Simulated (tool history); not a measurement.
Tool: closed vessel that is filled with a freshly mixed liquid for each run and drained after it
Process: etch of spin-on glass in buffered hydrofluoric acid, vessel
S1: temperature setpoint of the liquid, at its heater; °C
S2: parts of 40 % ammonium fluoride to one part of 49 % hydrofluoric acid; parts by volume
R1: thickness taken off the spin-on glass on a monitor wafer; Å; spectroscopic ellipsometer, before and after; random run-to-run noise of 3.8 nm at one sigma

Run 1, hour 0.0: S1 20.0 °C, S2 12.5 parts by volume, time in the liquid (s) 90. Result: R1 3091.4 Å.
Run 2, hour 0.7: S1 22.0 °C, S2 12.5 parts by volume, time in the liquid (s) 90. Result: R1 3495.5 Å.
Run 3, hour 8.8: S1 22.0 °C, S2 12.5 parts by volume, time in the liquid (s) 95. Result: R1 3693.5 Å.
Run 4, hour 10.1: S1 22.0 °C, S2 14.0 parts by volume, time in the liquid (s) 95. Result: R1 3285.4 Å.
Run 5, hour 15.2: S1 23.5 °C, S2 14.0 parts by volume, time in the liquid (s) 95. Result: R1 3578.5 Å.
Run 6, hour 20.0: S1 23.5 °C, S2 17.5 parts by volume, time in the liquid (s) 95. Result: R1 2877.9 Å.
Run 7, hour 21.7: S1 24.5 °C, S2 16.0 parts by volume, time in the liquid (s) 95. Result: R1 3303.4 Å.
Run 8, hour 26.9: S1 25.5 °C, S2 15.0 parts by volume, time in the liquid (s) 95. Result: R1 3732.9 Å.
Run 9, hour 32.1: S1 26.0 °C, S2 14.5 parts by volume, time in the liquid (s) 95. Result: R1 3958.9 Å.
Run 10, hour 38.0: S1 26.5 °C, S2 14.0 parts by volume, time in the liquid (s) 95. Result: R1 4179.9 Å.
Run 11, hour 46.7: S1 27.0 °C, S2 13.5 parts by volume, time in the liquid (s) 95. Result: R1 4421.1 Å.
Run 12, hour 48.4: S1 27.0 °C, S2 13.0 parts by volume, time in the liquid (s) 95. Result: R1 4619.0 Å.

The next listed run, before its measurement:
Run 13, hour 50.1: S1 27.5 °C, S2 12.5 parts by volume, time in the liquid (s) 95. Result: R1 ?.

R1: 4984.5 Å

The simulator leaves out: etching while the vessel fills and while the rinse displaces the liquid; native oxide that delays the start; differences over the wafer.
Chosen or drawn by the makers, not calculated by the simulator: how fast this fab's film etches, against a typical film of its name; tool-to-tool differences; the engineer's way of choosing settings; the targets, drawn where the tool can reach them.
